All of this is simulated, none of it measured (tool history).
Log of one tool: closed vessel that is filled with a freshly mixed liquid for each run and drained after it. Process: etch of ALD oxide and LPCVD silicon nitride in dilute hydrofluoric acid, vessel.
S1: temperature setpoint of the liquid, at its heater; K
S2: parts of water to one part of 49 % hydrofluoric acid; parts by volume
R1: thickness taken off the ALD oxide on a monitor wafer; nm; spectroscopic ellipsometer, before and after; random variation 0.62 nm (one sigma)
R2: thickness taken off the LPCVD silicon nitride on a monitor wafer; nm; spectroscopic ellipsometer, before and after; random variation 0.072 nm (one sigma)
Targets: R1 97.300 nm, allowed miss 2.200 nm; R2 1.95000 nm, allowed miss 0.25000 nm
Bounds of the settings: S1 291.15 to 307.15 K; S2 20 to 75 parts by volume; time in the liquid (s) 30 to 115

Run 1, hour 0.0: S1 299.15 K, S2 45 parts by volume, time in the liquid (s) 60. Result: R1 41.041 nm, R2 0.76752 nm.
Run 2, hour 7.1: S1 301.15 K, S2 40 parts by volume, time in the liquid (s) 60. Result: R1 49.874 nm, R2 0.98352 nm.
Run 3, hour 11.2: S1 303.65 K, S2 40 parts by volume, time in the liquid (s) 60. Result: R1 54.537 nm, R2 1.18570 nm.
Run 4, hour 20.2: S1 303.65 K, S2 40 parts by volume, time in the liquid (s) 50. Result: R1 46.122 nm, R2 0.92046 nm.
Run 5, hour 22.1: S1 303.65 K, S2 35 parts by volume, time in the liquid (s) 50. Result: R1 52.998 nm, R2 1.16660 nm.
Run 6, hour 27.2: S1 303.15 K, S2 30 parts by volume, time in the liquid (s) 55. Result: R1 66.788 nm, R2 1.33480 nm.
Run 7, hour 29.1: S1 303.65 K, S2 25 parts by volume, time in the liquid (s) 55. Result: R1 83.393 nm, R2 1.65090 nm.
Run 8, hour 32.7: S1 304.15 K, S2 25 parts by volume, time in the liquid (s) 55. Result: R1 84.395 nm, R2 1.77550 nm.
Run 9, hour 34.3: S1 304.65 K, S2 25 parts by volume, time in the liquid (s) 55. Result: R1 85.538 nm, R2 1.79670 nm.
Run 10, hour 38.9: S1 305.15 K, S2 25 parts by volume, time in the liquid (s) 55. Result: R1 87.307 nm, R2 1.81840 nm.
Run 11, hour 40.6: S1 305.65 K, S2 25 parts by volume, time in the liquid (s) 55. Result: R1 89.875 nm, R2 1.98810 nm.
Run 12, hour 44.7: S1 305.15 K, S2 25 parts by volume, time in the liquid (s) 55. Result: R1 87.463 nm, R2 1.86950 nm.
Run 13, hour 46.2: S1 305.15 K, S2 20 parts by volume, time in the liquid (s) 55. Result: R1 109.730 nm, R2 2.25820 nm.
Run 14, hour 49.8: S1 304.65 K, S2 20 parts by volume, time in the liquid (s) 55. Result: R1 109.720 nm, R2 2.16620 nm.
Run 15, hour 57.4: S1 303.65 K, S2 25 parts by volume, time in the liquid (s) 55. Result: R1 83.202 nm, R2 1.62720 nm.
Run 16, hour 60.0: S1 304.15 K, S2 25 parts by volume, time in the liquid (s) 55. Result: R1 85.186 nm, R2 1.75750 nm.
Run 17, hour 61.8: S1 304.15 K, S2 25 parts by volume, time in the liquid (s) 55. Result: R1 84.742 nm, R2 1.70900 nm.
Run 18, hour 70.7: S1 304.65 K, S2 25 parts by volume, time in the liquid (s) 55. Result: R1 85.675 nm, R2 1.70540 nm.
Run 19, hour 74.6: S1 305.15 K, S2 25 parts by volume, time in the liquid (s) 55. Result: R1 87.374 nm, R2 1.84880 nm.
Run 20, hour 77.5: S1 304.65 K, S2 25 parts by volume, time in the liquid (s) 55. Result: R1 86.383 nm, R2 1.67410 nm.
Run 21, hour 80.9: S1 305.15 K, S2 25 parts by volume, time in the liquid (s) 55. Result: R1 87.783 nm, R2 1.88890 nm.
Run 22, hour 86.8: S1 304.15 K, S2 20 parts by volume, time in the liquid (s) 55. Result: R1 106.840 nm, R2 2.02160 nm.
Run 23, hour 92.3: S1 304.65 K, S2 20 parts by volume, time in the liquid (s) 55. Result: R1 109.560 nm, R2 2.25930 nm.
Run 24, hour 95.4: S1 304.15 K, S2 20 parts by volume, time in the liquid (s) 55. Result: R1 108.460 nm, R2 2.09970 nm.
Run 25, hour 99.4: S1 304.15 K, S2 25 parts by volume, time in the liquid (s) 55. Result: R1 84.554 nm, R2 1.82080 nm.
At hour 105.5: hydrofluoric acid flow meter replaced.
Run 26, hour 105.5: S1 304.65 K, S2 25 parts by volume, time in the liquid (s) 55. Result: R1 93.379 nm, R2 1.87560 nm.
Run 27, hour 110.0: S1 305.15 K, S2 25 parts by volume, time in the liquid (s) 55. Result: R1 94.840 nm, R2 2.03840 nm.
Run 28, hour 118.1: S1 304.65 K, S2 25 parts by volume, time in the liquid (s) 55. Result: R1 92.348 nm, R2 1.83530 nm.

Which of these 5 next moves meets every target?
Run A, hour 126.2: S1 303.65 K, S2 25 parts by volume, time in the liquid (s) 60. Result: R1 ?, R2 ?.
Run B, hour 126.2: S1 302.65 K, S2 25 parts by volume, time in the liquid (s) 65. Result: R1 ?, R2 ?.
Run C, hour 126.2: S1 301.65 K, S2 20 parts by volume, time in the liquid (s) 55. Result: R1 ?, R2 ?.
Run D, hour 126.2: S1 305.15 K, S2 30 parts by volume, time in the liquid (s) 65. Result: R1 ?, R2 ?.
Run E, hour 126.2: S1 307.15 K, S2 30 parts by volume, time in the liquid (s) 60. Result: R1 ?, R2 ?.

move       R1       R2
   A   96.451  1.91990
   B  100.370  1.94800
   C  102.730  1.91200
   D   91.669  1.92010
   E   91.509  2.01400
A: meets every target
B: takes the result that was furthest off past its target
C: takes the result that was furthest off past its target
D: further off than the last run
E: further off than the last run
Answer: A
